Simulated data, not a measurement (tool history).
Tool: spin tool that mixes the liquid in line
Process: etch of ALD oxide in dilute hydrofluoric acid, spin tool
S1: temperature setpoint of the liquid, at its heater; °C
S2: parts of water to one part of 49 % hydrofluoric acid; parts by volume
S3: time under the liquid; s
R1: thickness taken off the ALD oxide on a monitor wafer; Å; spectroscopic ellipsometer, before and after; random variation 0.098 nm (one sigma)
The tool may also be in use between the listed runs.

run  hour    S1  S2  S3      R1
  1   0.0  22.0  70  75  200.04
  2   1.9  20.5  75  75  172.82
  3   3.2  19.5  80  75  154.29
  4   7.1  19.5  65  75  195.21
  5  10.7  19.5  65  75  195.73
  6  11.9  18.5  70  75  170.28
  7  20.4  18.0  75  75  156.63
  8  23.9  17.5  80  75  142.22

The next listed run, before its measurement:
  9  25.3  17.0  80  75   ?

R1: 140.14 Å

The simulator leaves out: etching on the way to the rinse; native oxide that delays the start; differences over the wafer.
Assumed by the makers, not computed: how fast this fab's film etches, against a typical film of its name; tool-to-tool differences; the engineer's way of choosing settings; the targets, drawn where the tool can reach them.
